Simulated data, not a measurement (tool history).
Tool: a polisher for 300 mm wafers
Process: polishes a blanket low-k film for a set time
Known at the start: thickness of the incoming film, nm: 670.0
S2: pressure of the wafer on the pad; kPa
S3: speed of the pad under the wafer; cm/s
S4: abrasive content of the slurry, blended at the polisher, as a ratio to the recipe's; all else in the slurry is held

Run 1, hour 0.0: flow of slurry (ml/min) 125, S2 17.2 kPa, S3 120 cm/s, S4 1.00, polishing time (s) 28. Result: film removed (Å) 198.15.
Run 2, hour 7.8: flow of slurry (ml/min) 125, S2 17.2 kPa, S3 144 cm/s, S4 1.00, polishing time (s) 28. Result: film removed (Å) 221.06.
Run 3, hour 10.0: flow of slurry (ml/min) 110, S2 17.2 kPa, S3 144 cm/s, S4 1.00, polishing time (s) 28. Result: film removed (Å) 219.73.
Run 4, hour 12.3: flow of slurry (ml/min) 110, S2 17.2 kPa, S3 144 cm/s, S4 1.15, polishing time (s) 28. Result: film removed (Å) 235.28.
Run 5, hour 13.6: flow of slurry (ml/min) 120, S2 18.6 kPa, S3 144 cm/s, S4 1.15, polishing time (s) 28. Result: film removed (Å) 260.90.
Run 6, hour 16.2: flow of slurry (ml/min) 100, S2 18.6 kPa, S3 144 cm/s, S4 1.15, polishing time (s) 28. Result: film removed (Å) 252.46.
Run 7, hour 20.0: flow of slurry (ml/min) 115, S2 19.3 kPa, S3 144 cm/s, S4 1.15, polishing time (s) 28. Result: film removed (Å) 264.71.

Run 8 comes next. What will it give?
Run 8, hour 22.3: flow of slurry (ml/min) 125, S2 20.0 kPa, S3 144 cm/s, S4 1.15, polishing time (s) 28. Result: film removed (Å) ?.

Run 8 gave film removed (Å) 280.87.
